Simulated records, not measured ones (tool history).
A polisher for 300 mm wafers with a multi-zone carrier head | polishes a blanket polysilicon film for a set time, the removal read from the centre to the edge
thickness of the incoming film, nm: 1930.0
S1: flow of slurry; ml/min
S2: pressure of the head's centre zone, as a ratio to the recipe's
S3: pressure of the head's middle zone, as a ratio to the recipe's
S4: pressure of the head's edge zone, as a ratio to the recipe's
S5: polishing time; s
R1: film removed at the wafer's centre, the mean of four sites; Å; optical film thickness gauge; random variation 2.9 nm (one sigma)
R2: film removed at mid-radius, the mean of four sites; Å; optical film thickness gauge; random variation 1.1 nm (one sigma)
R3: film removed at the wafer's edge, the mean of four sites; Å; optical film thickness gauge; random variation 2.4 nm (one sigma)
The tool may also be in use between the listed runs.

run    day   S1    S2    S3    S4  S5      R1      R2      R3
  1  0.000  200  1.00  1.00  1.00  33  2286.6  2313.2  2306.3
  2  0.262  195  1.00  0.98  0.99  32  2272.8  2240.3  2199.2
  3  0.492  190  1.00  0.96  1.00  31  2187.5  2120.2  2158.5
  4  0.838  185  1.00  0.94  1.00  30  2051.4  1985.2  2057.2
  5  1.004  185  1.00  0.94  1.00  37  2608.9  2445.7  2532.6
  6  1.358  180  1.00  0.93  1.00  36  2504.1  2349.0  2466.8
  7  1.717  175  1.00  0.92  1.00  35  2388.9  2297.3  2423.3
  8  1.846  190  1.10  0.82  1.00  25  1841.2  1481.9  1777.7
  9  1.938  195  1.10  0.82  1.00  25  1832.0  1482.3  1769.1
 10  2.267  200  1.10  0.83  1.00  25  1875.5  1512.8  1780.9

The next listed run, before its measurement:
 11  2.400  205  1.10  0.83  1.00  25   ?   ?   ?

{"run 11": {"R1": 1861.8, "R2": 1524.2, "R3": 1759.3}}
